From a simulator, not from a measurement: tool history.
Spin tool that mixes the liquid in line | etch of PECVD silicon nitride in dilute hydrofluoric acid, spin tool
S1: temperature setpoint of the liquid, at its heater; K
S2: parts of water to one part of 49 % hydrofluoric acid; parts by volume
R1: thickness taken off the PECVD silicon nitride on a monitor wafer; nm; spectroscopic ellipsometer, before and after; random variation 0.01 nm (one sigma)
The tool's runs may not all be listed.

Run 1, day 0.000: S1 294.15 K, S2 40 parts by volume, time under the liquid (s) 80. Result: R1 2.7727 nm.
Run 2, day 0.050: S1 294.15 K, S2 55 parts by volume, time under the liquid (s) 80. Result: R1 2.0439 nm.
Run 3, day 0.396: S1 294.65 K, S2 55 parts by volume, time under the liquid (s) 80. Result: R1 2.1083 nm.
Run 4, day 0.754: S1 295.15 K, S2 55 parts by volume, time under the liquid (s) 80. Result: R1 2.1910 nm.
Run 5, day 0.883: S1 298.15 K, S2 55 parts by volume, time under the liquid (s) 80. Result: R1 2.6624 nm.
Run 6, day 1.138: S1 298.15 K, S2 50 parts by volume, time under the liquid (s) 80. Result: R1 2.9463 nm.

Run 7 comes next. What will it give?
Run 7, day 1.183: S1 297.15 K, S2 50 parts by volume, time under the liquid (s) 80. Result: R1 ?.

{"run 7": {"R1": 2.7549}}
